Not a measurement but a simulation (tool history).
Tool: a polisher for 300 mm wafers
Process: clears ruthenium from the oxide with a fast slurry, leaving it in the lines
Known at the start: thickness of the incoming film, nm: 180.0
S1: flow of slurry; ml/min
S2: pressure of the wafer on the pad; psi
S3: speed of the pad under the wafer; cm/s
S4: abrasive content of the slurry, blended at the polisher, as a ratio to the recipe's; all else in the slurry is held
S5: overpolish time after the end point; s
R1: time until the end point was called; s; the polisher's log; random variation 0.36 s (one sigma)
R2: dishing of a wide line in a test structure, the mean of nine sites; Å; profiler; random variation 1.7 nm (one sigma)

run  hour   S1   S2   S3    S4  S5      R1      R2
  1     0  150  2.8  122     1  18  31.654  602.35
  2   7.3  150    3  122     1  18  30.492  622.93
  3   8.7  150  3.4  122     1  18  26.346  648.94
  4    10  150  3.5  122     1  18  25.468  676.46
  5  18.9  120  3.5  122     1  18  26.161  638.52
  6  25.8  120  3.5  122  0.95  18  26.577   625.1
  7  29.3  120  3.6  122  0.95  18  25.853  654.61

The next listed run, before its measurement:
  8  37.3  120  3.7  122  0.95  18   ?   ?

Run 8 gave R1 24.662 s, R2 685.53 Å.
